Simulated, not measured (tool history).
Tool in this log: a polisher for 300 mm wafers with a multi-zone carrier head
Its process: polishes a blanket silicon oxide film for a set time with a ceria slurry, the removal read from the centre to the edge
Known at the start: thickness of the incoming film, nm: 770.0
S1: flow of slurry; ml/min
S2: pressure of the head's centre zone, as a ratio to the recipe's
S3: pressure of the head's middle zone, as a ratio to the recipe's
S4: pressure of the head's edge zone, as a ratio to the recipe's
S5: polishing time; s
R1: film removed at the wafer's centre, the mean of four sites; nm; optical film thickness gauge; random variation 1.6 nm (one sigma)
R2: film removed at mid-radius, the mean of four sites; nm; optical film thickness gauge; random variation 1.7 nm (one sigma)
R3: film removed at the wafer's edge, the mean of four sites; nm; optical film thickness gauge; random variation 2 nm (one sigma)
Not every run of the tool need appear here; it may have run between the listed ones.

| run | day | S1 | S2 | S3 | S4 | S5 | R1 | R2 | R3 |
|---|---|---|---|---|---|---|---|---|---|
| 1 | 0.000 | 130 | 1.00 | 1.00 | 1.00 | 48 | 285.87 | 296.01 | 294.30 |
| 2 | 0.354 | 120 | 0.99 | 0.95 | 0.99 | 43 | 250.08 | 252.68 | 261.65 |
| 3 | 0.717 | 120 | 0.99 | 0.95 | 0.93 | 43 | 246.96 | 248.77 | 255.30 |
| 4 | 0.838 | 115 | 0.99 | 0.91 | 0.92 | 39 | 221.10 | 214.41 | 227.40 |
| 5 | 0.900 | 115 | 0.99 | 0.91 | 0.88 | 39 | 224.91 | 216.68 | 224.24 |
| 6 | 1.258 | 110 | 0.98 | 0.88 | 0.89 | 37 | 208.92 | 200.39 | 213.63 |

Run 7, settings as shown, results not yet in. Your forecast:
| 7 | 1.333 | 105 | 0.98 | 0.86 | 0.90 | 36 | ? | ? | ? |

{"run 7": {"R1": 200.49, "R2": 187.52, "R3": 204.31}}
